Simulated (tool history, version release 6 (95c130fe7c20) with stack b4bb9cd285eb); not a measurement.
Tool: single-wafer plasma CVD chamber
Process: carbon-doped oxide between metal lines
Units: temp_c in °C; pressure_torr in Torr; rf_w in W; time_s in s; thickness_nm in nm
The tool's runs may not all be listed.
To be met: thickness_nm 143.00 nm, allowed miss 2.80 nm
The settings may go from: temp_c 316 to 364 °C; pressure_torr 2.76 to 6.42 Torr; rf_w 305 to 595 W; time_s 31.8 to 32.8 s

Run 1, hour 0.0: temp_c 340 °C, pressure_torr 4.59 Torr, rf_w 450 W, time_s 31.8 s. Result: thickness_nm 159.60 nm.
Run 2, hour 4.2: temp_c 340 °C, pressure_torr 5.33 Torr, rf_w 450 W, time_s 31.8 s. Result: thickness_nm 162.12 nm.
Run 3, hour 9.3: temp_c 340 °C, pressure_torr 5.33 Torr, rf_w 450 W, time_s 32.8 s. Result: thickness_nm 168.13 nm.
Run 4, hour 17.6: temp_c 342 °C, pressure_torr 5.22 Torr, rf_w 440 W, time_s 32.8 s. Result: thickness_nm 164.32 nm.
Run 5, hour 18.8: temp_c 344 °C, pressure_torr 5.11 Torr, rf_w 430 W, time_s 32.8 s. Result: thickness_nm 161.17 nm.
Run 6, hour 26.5: temp_c 344 °C, pressure_torr 5.11 Torr, rf_w 430 W, time_s 32.8 s. Result: thickness_nm 161.72 nm.
Run 7, hour 29.8: temp_c 344 °C, pressure_torr 5.04 Torr, rf_w 420 W, time_s 32.8 s. Result: thickness_nm 158.34 nm.
Run 8, hour 35.0: temp_c 345 °C, pressure_torr 4.95 Torr, rf_w 410 W, time_s 32.8 s. Result: thickness_nm 156.81 nm.
Run 9, hour 38.4: temp_c 346 °C, pressure_torr 4.89 Torr, rf_w 400 W, time_s 32.8 s. Result: thickness_nm 154.02 nm.
Run 10, hour 45.0: temp_c 347 °C, pressure_torr 4.83 Torr, rf_w 395 W, time_s 32.8 s. Result: thickness_nm 151.45 nm.

Which of these 5 next moves meets every target?
Run A, hour 51.6: temp_c 346 °C, pressure_torr 4.39 Torr, rf_w 395 W, time_s 32.8 s. Result: thickness_nm ?.
Run B, hour 51.6: temp_c 348 °C, pressure_torr 4.75 Torr, rf_w 410 W, time_s 32.0 s. Result: thickness_nm ?.
Run C, hour 51.6: temp_c 349 °C, pressure_torr 5.00 Torr, rf_w 370 W, time_s 32.8 s. Result: thickness_nm ?.
Run D, hour 51.6: temp_c 351 °C, pressure_torr 4.50 Torr, rf_w 380 W, time_s 32.2 s. Result: thickness_nm ?.
Run E, hour 51.6: temp_c 355 °C, pressure_torr 4.14 Torr, rf_w 415 W, time_s 32.6 s. Result: thickness_nm ?.

move  thickness_nm
   A        150.95
   B        150.10
   C        147.46
   D        143.78
   E        148.11
A: nearer than the last run, and not there yet
B: nearer than the last run, and not there yet
C: nearer than the last run, and not there yet
D: meets every target
E: nearer than the last run, and not there yet
The right move is D.

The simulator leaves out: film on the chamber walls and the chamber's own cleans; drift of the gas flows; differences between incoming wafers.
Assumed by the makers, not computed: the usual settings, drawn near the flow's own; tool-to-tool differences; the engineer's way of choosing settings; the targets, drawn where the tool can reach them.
